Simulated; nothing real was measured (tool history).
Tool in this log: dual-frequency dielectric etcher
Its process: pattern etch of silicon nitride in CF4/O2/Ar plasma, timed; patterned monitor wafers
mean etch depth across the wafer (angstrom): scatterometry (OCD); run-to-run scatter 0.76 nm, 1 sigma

run	hour	source power (kW)	bias power (kW)	Ar flow (sccm)	CF4 flow (sccm)	etch time (s)	mean etch depth across the wafer (angstrom)
1	0	0.52	0.047	94	112	69.5	1364.1
2	6.5	0.49	0.047	94	112	69.5	1325.4
3	14.6	0.46	0.047	94	112	69.5	1264.7
4	15.3	0.5	0.047	94	112	69.5	1330.5
5	22.1	0.55	0.047	94	112	69.5	1404
6	26.3	0.5	0.046	94	112	69.5	1314.5
7	33.9	0.47	0.046	94	112	69.5	1275.7
8	35.9	0.45	0.046	94	112	69.5	1241

Predict the results of run 9:
9	41.8	0.44	0.046	94	112	69.5	?

Run 9 produced mean etch depth across the wafer (angstrom) 1214.9.

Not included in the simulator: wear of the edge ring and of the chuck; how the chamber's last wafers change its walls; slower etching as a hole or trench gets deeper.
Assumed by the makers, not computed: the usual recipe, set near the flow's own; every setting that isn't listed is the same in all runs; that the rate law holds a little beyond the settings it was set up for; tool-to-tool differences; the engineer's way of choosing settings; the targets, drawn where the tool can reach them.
